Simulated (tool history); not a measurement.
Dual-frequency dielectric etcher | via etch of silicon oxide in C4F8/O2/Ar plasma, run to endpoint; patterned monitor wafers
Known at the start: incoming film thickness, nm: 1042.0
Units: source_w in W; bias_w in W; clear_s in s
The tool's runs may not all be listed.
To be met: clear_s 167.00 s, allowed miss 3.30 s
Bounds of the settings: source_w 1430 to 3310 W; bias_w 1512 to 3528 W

| run | hour | source_w | bias_w | clear_s |
|---|---|---|---|---|
| 1 | 0.0 | 2370 | 2520 | 188.67 |
| 2 | 5.0 | 2570 | 2569 | 178.48 |
| 3 | 10.6 | 2660 | 2584 | 174.69 |
| 4 | 18.0 | 2280 | 2584 | 189.47 |
| 5 | 26.8 | 2460 | 2615 | 182.20 |
| 6 | 34.3 | 2140 | 2615 | 192.17 |
| 7 | 38.7 | 2360 | 2658 | 184.22 |
| 8 | 43.0 | 2510 | 2685 | 179.17 |

4 next moves are on the table. One of them brings every result within its allowed miss. Which?
| A | 47.3 | 2090 | 2576 | ? |
| B | 47.3 | 2310 | 2317 | ? |
| C | 47.3 | 2700 | 2955 | ? |
| D | 47.3 | 2850 | 1972 | ? |

| move | clear_s |
|---|---|
| A | 195.99 |
| B | 194.42 |
| C | 167.89 |
| D | 187.05 |
A: further off than the last run
B: further off than the last run
C: meets every target
D: further off than the last run
The right move is C.
